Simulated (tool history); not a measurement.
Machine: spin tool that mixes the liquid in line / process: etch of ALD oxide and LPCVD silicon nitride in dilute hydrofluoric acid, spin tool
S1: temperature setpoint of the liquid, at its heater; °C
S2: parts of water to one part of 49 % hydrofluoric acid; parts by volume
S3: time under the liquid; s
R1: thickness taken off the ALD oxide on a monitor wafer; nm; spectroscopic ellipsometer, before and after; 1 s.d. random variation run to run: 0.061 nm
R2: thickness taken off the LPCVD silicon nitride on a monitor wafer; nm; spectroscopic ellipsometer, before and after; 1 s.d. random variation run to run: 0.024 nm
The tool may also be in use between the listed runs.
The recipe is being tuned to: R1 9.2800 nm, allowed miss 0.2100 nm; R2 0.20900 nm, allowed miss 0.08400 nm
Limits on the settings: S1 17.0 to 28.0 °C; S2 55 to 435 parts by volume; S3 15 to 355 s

| run | day | S1 | S2 | S3 | R1 | R2 |
|---|---|---|---|---|---|---|
| 1 | 0.000 | 20.0 | 245 | 180 | 12.1610 | 0.27341 |
| 2 | 0.112 | 19.5 | 250 | 180 | 11.6630 | 0.27039 |
| 3 | 0.362 | 19.0 | 255 | 180 | 11.1330 | 0.21313 |
| 4 | 0.717 | 19.0 | 260 | 180 | 11.0420 | 0.27394 |
| 5 | 0.975 | 19.0 | 265 | 180 | 10.7850 | 0.22911 |
| 6 | 1.025 | 19.0 | 200 | 180 | 14.8910 | 0.37472 |
| 7 | 1.354 | 19.0 | 200 | 180 | 15.0710 | 0.29963 |
| 8 | 1.479 | 19.0 | 215 | 180 | 13.6100 | 0.33512 |
| 9 | 1.608 | 18.5 | 225 | 180 | 12.8570 | 0.29274 |
| 10 | 1.942 | 18.5 | 235 | 180 | 12.1260 | 0.24018 |

Next run, 4 choices. One meets every target within its allowed miss, the rest don't. Which?
| A | 2.275 | 21.0 | 255 | 150 | ? | ? |
| B | 2.275 | 22.5 | 285 | 150 | ? | ? |
| C | 2.275 | 28.0 | 320 | 170 | ? | ? |
| D | 2.275 | 17.0 | 315 | 230 | ? | ? |

| move | R1 | R2 |
|---|---|---|
| A | 10.0830 | 0.19718 |
| B | 9.2588 | 0.19440 |
| C | 10.8900 | 0.27332 |
| D | 10.2250 | 0.19066 |
A: closer than the last run, but not yet in spec
B: all results in spec
C: closer than the last run, but not yet in spec
D: closer than the last run, but not yet in spec
So the answer is move B, the one that meets all the targets.

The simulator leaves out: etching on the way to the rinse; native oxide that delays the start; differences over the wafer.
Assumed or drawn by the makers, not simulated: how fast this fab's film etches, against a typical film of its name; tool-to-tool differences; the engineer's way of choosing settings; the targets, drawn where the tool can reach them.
